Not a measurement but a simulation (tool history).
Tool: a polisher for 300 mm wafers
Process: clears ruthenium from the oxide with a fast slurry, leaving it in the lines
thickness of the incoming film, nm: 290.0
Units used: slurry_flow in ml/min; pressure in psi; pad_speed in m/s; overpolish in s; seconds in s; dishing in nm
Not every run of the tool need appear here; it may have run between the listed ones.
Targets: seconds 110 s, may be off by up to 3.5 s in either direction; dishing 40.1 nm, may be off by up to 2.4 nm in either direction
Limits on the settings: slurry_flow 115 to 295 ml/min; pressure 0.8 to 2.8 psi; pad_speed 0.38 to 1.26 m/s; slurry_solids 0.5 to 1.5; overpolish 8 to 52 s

| run | hour | slurry_flow | pressure | pad_speed | slurry_solids | overpolish | seconds | dishing |
|---|---|---|---|---|---|---|---|---|
| 1 | 0 | 190 | 1.8 | 0.82 | 1 | 26 | 133.22 | 42.496 |
| 2 | 1.2 | 195 | 1.9 | 0.82 | 1 | 24 | 126.29 | 41.418 |
| 3 | 8.8 | 170 | 1.9 | 0.82 | 1 | 24 | 129.72 | 40.854 |
| 4 | 16.7 | 170 | 1.9 | 0.76 | 1 | 24 | 139.7 | 39.643 |
| 5 | 20.2 | 170 | 1.9 | 0.86 | 1 | 24 | 124.96 | 41.875 |
| 6 | 24.4 | 200 | 1.9 | 0.86 | 1 | 24 | 119.28 | 41.248 |
| 7 | 32.7 | 210 | 1.9 | 0.86 | 1 | 24 | 122.58 | 43.396 |
| 8 | 39.5 | 210 | 2 | 0.86 | 1 | 22 | 116.71 | 42.148 |
| 9 | 43.4 | 225 | 2.1 | 0.86 | 1 | 18 | 109.18 | 37.443 |

4 candidate next runs follow, results not yet known. Just one meets every target within its allowed miss. Identify it.
| A | 47.3 | 215 | 2.4 | 0.8 | 1 | 23 | ? | ? |
| B | 47.3 | 225 | 2.1 | 0.82 | 1.1 | 17 | ? | ? |
| C | 47.3 | 220 | 2.1 | 0.86 | 0.95 | 25 | ? | ? |
| D | 47.3 | 225 | 1.8 | 0.92 | 1.15 | 20 | ? | ? |

| move | seconds | dishing |
|---|---|---|
| A | 103.7 | 46.623 |
| B | 109.54 | 35.555 |
| C | 110.76 | 47.211 |
| D | 110.45 | 40.106 |
A: moves the result that the last run missed by most past its target, out the other side
B: lands further from the targets than the last run did
C: moves the result that the last run missed by most past its target, out the other side
D: all results land within tolerance of their targets
Correct choice: D, which meets every target
